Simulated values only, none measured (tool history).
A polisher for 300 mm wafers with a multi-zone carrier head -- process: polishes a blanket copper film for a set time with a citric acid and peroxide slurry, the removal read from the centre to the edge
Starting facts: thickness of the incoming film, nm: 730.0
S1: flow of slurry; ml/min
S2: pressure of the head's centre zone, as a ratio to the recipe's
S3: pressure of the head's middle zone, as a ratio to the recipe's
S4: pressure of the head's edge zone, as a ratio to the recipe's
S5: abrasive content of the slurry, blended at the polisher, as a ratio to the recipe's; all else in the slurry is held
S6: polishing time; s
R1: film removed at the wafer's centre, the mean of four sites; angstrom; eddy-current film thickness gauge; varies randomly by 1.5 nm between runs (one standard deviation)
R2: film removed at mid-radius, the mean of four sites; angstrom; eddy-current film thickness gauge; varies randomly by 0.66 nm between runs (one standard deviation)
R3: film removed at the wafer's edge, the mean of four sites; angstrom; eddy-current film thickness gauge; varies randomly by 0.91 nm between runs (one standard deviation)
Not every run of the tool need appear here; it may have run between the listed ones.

run  hour   S1    S2    S3    S4    S5  S6      R1      R2      R3
  1     0  180     1     1     1     1  40  1168.5  1205.9  1255.4
  2   4.6  195     1     1     1     1  40  1204.2  1206.2  1251.8
  3   6.3  195  1.01  0.98  0.98  0.95  40  1212.3  1180.7    1218
  4  10.8  195  1.01  1.07  0.98  0.95  40  1171.8  1267.4  1214.4
  5  16.1  190  1.02  1.04  0.96   0.9  40  1168.3  1199.2  1182.1
  6  18.6  190  1.02  1.04  0.92   0.9  40  1174.2  1208.3  1158.5
  7    22  185  1.03  1.02  0.91   0.9  40  1165.1  1190.4  1151.4
  8  28.2  180  1.04  0.99   0.9   0.9  40  1180.4  1157.7  1135.2

Forecast run 9:
     32.7  -- edge zone pressure recalibrated
  9  32.7  175  1.05  0.97  0.89  0.9  40   ?   ?   ?

{"run 9": {"R1": 1169.2, "R2": 1149.9, "R3": 1089.5}}
